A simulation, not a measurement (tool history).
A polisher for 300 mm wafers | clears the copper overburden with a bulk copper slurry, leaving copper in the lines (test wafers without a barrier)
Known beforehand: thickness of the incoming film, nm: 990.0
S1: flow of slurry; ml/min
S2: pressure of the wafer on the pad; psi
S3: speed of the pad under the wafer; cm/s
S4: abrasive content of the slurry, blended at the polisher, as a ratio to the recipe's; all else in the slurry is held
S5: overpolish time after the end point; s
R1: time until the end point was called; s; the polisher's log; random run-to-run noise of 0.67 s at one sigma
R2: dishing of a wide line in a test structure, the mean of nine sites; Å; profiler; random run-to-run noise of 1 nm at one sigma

| run | day | S1 | S2 | S3 | S4 | S5 | R1 | R2 |
|---|---|---|---|---|---|---|---|---|
| 1 | 0 | 275 | 2 | 130 | 1 | 11 | 99.225 | 539.16 |
| 2 | 0.133 | 275 | 2.3 | 134 | 1 | 11 | 88.239 | 588.39 |
| 3 | 0.233 | 275 | 2.3 | 118 | 1 | 11 | 96.629 | 551.4 |
| 4 | 0.592 | 335 | 2.3 | 118 | 1 | 11 | 96.705 | 557.49 |
| 5 | 0.829 | 335 | 2.3 | 92 | 1 | 11 | 122.37 | 461.13 |
| 6 | 1.079 | 335 | 1.9 | 92 | 1 | 11 | 145.38 | 417.35 |
| 7 | 1.45 | 335 | 2.3 | 110 | 1 | 11 | 104.47 | 533.36 |
| 8 | 1.558 | 340 | 2.9 | 146 | 1.05 | 9 | 63.748 | 634.27 |

Forecast run 9:
| 9 | 1.75 | 340 | 2.9 | 152 | 1.05 | 10 | ? | ? |

Run 9 gave R1 62.129 s, R2 694.68 Å.
